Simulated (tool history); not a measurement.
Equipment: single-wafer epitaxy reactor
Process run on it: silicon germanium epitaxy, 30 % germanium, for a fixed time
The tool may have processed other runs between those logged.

run  hour  wafer temperature setpoint (pyrometer-controlled) (deg C)  chamber pressure (mTorr)  mean film thickness on the monitor wafer (nm)
  1   0.0                                                        600                     24300                                         62.328
  2   0.6                                                        610                     24300                                         76.775
  3   6.8                                                        610                     26100                                         78.907
  4  14.1                                                        600                     26100                                         63.901
  5  14.9                                                        594                     26100                                         56.773
  6  20.5                                                        592                     26100                                         54.328
  7  28.3                                                        591                     26100                                         52.955
  8  35.2                                                        590                     26100                                         52.251
  9  37.4                                                        589                     26100                                         50.904
 10  42.8                                                        588                     26100                                         49.619

For run 11, what comes out?
 11  43.3                                                        587                     26100                                              ?

mean film thickness on the monitor wafer (nm): 48.717

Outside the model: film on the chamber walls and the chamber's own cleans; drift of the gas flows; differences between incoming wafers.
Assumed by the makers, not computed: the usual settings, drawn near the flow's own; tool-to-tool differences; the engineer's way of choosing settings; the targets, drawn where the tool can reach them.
